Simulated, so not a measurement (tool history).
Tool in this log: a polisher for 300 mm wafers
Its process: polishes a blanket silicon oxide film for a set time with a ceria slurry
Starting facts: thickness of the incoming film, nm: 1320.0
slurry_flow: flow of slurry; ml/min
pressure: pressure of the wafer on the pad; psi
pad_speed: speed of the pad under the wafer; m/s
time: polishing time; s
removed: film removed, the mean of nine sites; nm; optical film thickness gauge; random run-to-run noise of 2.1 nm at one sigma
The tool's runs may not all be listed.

{"run": 1, "day": 0.0, "slurry_flow": 170, "pressure": 2.9, "pad_speed": 0.92, "time": 40, "removed": 161.39}
{"run": 2, "day": 0.296, "slurry_flow": 170, "pressure": 3, "pad_speed": 0.92, "time": 40, "removed": 168.14}
{"run": 3, "day": 0.504, "slurry_flow": 205, "pressure": 3, "pad_speed": 0.92, "time": 40, "removed": 172.85}
{"run": 4, "day": 0.65, "slurry_flow": 205, "pressure": 3, "pad_speed": 0.92, "time": 40, "removed": 169.6}
{"run": 5, "day": 1.008, "slurry_flow": 205, "pressure": 2.5, "pad_speed": 0.92, "time": 40, "removed": 144.03}
{"run": 6, "day": 1.104, "slurry_flow": 205, "pressure": 2.5, "pad_speed": 0.92, "time": 40, "removed": 144.46}
{"run": 7, "day": 1.254, "slurry_flow": 205, "pressure": 2.6, "pad_speed": 0.92, "time": 40, "removed": 149.65}
{"run": 8, "day": 1.575, "slurry_flow": 205, "pressure": 2.7, "pad_speed": 0.92, "time": 40, "removed": 153.34}
{"run": 9, "day": 1.838, "slurry_flow": 205, "pressure": 2.8, "pad_speed": 0.92, "time": 40, "removed": 162.12}

The next listed run, before its measurement:
{"run": 10, "day": 2.054, "slurry_flow": 205, "pressure": 2.9, "pad_speed": 0.92, "time": 40, "removed": "?"}

removed: 166.44 nm
